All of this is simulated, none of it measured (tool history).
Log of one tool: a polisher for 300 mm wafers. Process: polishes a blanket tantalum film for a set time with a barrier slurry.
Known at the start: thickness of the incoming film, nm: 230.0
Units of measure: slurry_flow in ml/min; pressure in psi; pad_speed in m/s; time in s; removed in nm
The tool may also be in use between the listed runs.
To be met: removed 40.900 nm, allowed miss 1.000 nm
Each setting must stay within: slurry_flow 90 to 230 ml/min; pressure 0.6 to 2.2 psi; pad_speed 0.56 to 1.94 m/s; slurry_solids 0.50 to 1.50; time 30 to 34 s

run 1 hour=0.0 | slurry_flow=150 pressure=1.4 pad_speed=1.24 slurry_solids=1.00 time=34 | removed=54.896
run 2 hour=4.3 | slurry_flow=145 pressure=1.3 pad_speed=1.24 slurry_solids=1.00 time=34 | removed=51.145
run 3 hour=7.2 | slurry_flow=125 pressure=1.3 pad_speed=1.24 slurry_solids=1.00 time=34 | removed=50.136
run 4 hour=10.6 | slurry_flow=125 pressure=1.3 pad_speed=1.24 slurry_solids=1.00 time=34 | removed=49.751
run 5 hour=19.5 | slurry_flow=125 pressure=1.6 pad_speed=1.24 slurry_solids=1.00 time=34 | removed=60.057
run 6 hour=24.4 | slurry_flow=125 pressure=1.6 pad_speed=1.06 slurry_solids=1.00 time=34 | removed=51.552
run 7 hour=29.6 | slurry_flow=125 pressure=1.6 pad_speed=1.06 slurry_solids=1.00 time=34 | removed=52.065
run 8 hour=38.0 | slurry_flow=105 pressure=1.2 pad_speed=1.06 slurry_solids=1.00 time=34 | removed=38.482
run 9 hour=46.9 | slurry_flow=130 pressure=1.3 pad_speed=1.06 slurry_solids=1.00 time=34 | removed=42.631
run 10 hour=48.8 | slurry_flow=125 pressure=1.3 pad_speed=1.06 slurry_solids=1.00 time=34 | removed=41.934
run 11 hour=51.4 | slurry_flow=115 pressure=1.3 pad_speed=1.06 slurry_solids=1.00 time=34 | removed=42.052

Which single option among these 5 for the next run brings every result within its allowed miss of target? Just one does.
run A hour=54.0 | slurry_flow=110 pressure=1.3 pad_speed=1.20 slurry_solids=1.00 time=32 | removed=?
run B hour=54.0 | slurry_flow=110 pressure=1.4 pad_speed=1.08 slurry_solids=1.05 time=34 | removed=?
run C hour=54.0 | slurry_flow=90 pressure=1.5 pad_speed=1.02 slurry_solids=1.15 time=30 | removed=?
run D hour=54.0 | slurry_flow=105 pressure=1.4 pad_speed=1.16 slurry_solids=0.85 time=33 | removed=?
run E hour=54.0 | slurry_flow=100 pressure=1.4 pad_speed=1.14 slurry_solids=0.95 time=32 | removed=?

move=A removed=44.192
move=B removed=46.415
move=C removed=41.104
move=D removed=43.714
move=E removed=43.441
A: its largest miss is bigger than the last run's
B: its largest miss is bigger than the last run's
C: all results in spec
D: its largest miss is bigger than the last run's
E: its largest miss is bigger than the last run's
Correct choice: C, which meets every target

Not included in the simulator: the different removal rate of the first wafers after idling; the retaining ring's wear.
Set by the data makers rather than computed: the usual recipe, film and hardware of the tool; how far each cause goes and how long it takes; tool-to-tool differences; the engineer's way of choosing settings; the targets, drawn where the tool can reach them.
